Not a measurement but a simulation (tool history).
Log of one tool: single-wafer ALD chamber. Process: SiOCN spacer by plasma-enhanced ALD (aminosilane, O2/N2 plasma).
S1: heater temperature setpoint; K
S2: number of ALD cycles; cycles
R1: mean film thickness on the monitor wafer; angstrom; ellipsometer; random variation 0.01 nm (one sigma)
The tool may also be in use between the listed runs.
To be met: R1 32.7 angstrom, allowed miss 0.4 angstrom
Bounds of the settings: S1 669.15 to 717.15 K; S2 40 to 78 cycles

run 1 hour=0 | S1=693.15 S2=59 | R1=37.503
run 2 hour=2.7 | S1=696.15 S2=58 | R1=36.748
run 3 hour=5.4 | S1=692.15 S2=58 | R1=36.811
run 4 hour=10.4 | S1=693.15 S2=57 | R1=36.237
run 5 hour=16.5 | S1=695.15 S2=56 | R1=35.493
run 6 hour=21.2 | S1=696.15 S2=55 | R1=34.388
run 7 hour=29.1 | S1=696.15 S2=55 | R1=34.579
run 8 hour=36.9 | S1=698.15 S2=55 | R1=34.333

Which of these 4 next moves meets every target?
run A hour=44.7 | S1=702.15 S2=53 | R1=?
run B hour=44.7 | S1=710.15 S2=52 | R1=?
run C hour=44.7 | S1=703.15 S2=51 | R1=?
run D hour=44.7 | S1=696.15 S2=50 | R1=?

move=A R1=32.887
move=B R1=31.523
move=C R1=31.555
move=D R1=31.562
A: meets every target
B: takes the result that was furthest off past its target
C: takes the result that was furthest off past its target
D: takes the result that was furthest off past its target
Move A is the one to make.
